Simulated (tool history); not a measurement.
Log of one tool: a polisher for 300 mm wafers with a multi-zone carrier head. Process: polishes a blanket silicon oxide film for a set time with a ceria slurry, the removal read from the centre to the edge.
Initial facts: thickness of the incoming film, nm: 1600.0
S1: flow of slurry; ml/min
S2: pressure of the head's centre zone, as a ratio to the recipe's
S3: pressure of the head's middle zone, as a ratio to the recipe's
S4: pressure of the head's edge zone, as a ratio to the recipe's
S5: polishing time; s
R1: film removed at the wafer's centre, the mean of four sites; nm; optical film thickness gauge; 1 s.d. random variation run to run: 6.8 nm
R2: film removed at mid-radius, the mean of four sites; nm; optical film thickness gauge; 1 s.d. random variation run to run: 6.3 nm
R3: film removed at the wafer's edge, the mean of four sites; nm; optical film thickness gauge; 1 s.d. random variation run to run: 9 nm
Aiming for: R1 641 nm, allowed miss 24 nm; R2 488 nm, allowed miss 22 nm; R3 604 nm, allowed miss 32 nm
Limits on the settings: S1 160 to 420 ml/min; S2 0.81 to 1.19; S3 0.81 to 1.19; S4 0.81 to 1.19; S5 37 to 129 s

{"run": 1, "hour": 0.0, "S1": 270, "S2": 1, "S3": 1, "S4": 1, "S5": 83, "R1": 384.9, "R2": 388.62, "R3": 406.56}
{"run": 2, "hour": 0.7, "S1": 270, "S2": 1, "S3": 0.95, "S4": 1, "S5": 83, "R1": 381.43, "R2": 366.8, "R3": 414.45}
{"run": 3, "hour": 4.6, "S1": 270, "S2": 1, "S3": 0.92, "S4": 1, "S5": 83, "R1": 391.08, "R2": 361.61, "R3": 410.02}
{"run": 4, "hour": 10.0, "S1": 330, "S2": 1, "S3": 0.92, "S4": 1, "S5": 83, "R1": 390.25, "R2": 376.96, "R3": 412.47}
{"run": 5, "hour": 12.5, "S1": 320, "S2": 1.03, "S3": 0.91, "S4": 1.01, "S5": 90, "R1": 421.57, "R2": 399.25, "R3": 459.63}
{"run": 6, "hour": 19.3, "S1": 320, "S2": 1.03, "S3": 0.91, "S4": 1.01, "S5": 70, "R1": 337.8, "R2": 314.44, "R3": 348.98}
{"run": 7, "hour": 22.7, "S1": 310, "S2": 1.07, "S3": 0.89, "S4": 0.98, "S5": 81, "R1": 399.43, "R2": 349.32, "R3": 404.15}
{"run": 8, "hour": 29.1, "S1": 340, "S2": 1.17, "S3": 0.88, "S4": 0.99, "S5": 104, "R1": 567.06, "R2": 442.33, "R3": 518.72}
{"run": 9, "hour": 32.2, "S1": 340, "S2": 1.17, "S3": 0.87, "S4": 1, "S5": 107, "R1": 573.4, "R2": 455.56, "R3": 548.94}

Which one of the following 4 next-run settings gets every result inside its allowed miss? There is exactly one.
{"run": "A", "hour": 35.3, "S1": 350, "S2": 1.17, "S3": 0.84, "S4": 1.03, "S5": 117, "R1": "?", "R2": "?", "R3": "?"}
{"run": "B", "hour": 35.3, "S1": 245, "S2": 1.07, "S3": 0.84, "S4": 1.03, "S5": 120, "R1": "?", "R2": "?", "R3": "?"}
{"run": "C", "hour": 35.3, "S1": 320, "S2": 0.99, "S3": 0.89, "S4": 1.12, "S5": 129, "R1": "?", "R2": "?", "R3": "?"}
{"run": "D", "hour": 35.3, "S1": 345, "S2": 1.13, "S3": 0.92, "S4": 0.98, "S5": 120, "R1": "?", "R2": "?", "R3": "?"}

move=A R1=648.23 R2=476.25 R3=583.93
move=B R1=590.76 R2=475.15 R3=586.19
move=C R1=603.14 R2=546.77 R3=667.55
move=D R1=642.27 R2=525.08 R3=583.57
A: every result lands within tolerance
B: gains on the last run, yet a result remains outside its allowed miss
C: gains on the last run, yet a result remains outside its allowed miss
D: meets the target for the result that was furthest off, but another lies outside its allowed miss
Answer: A
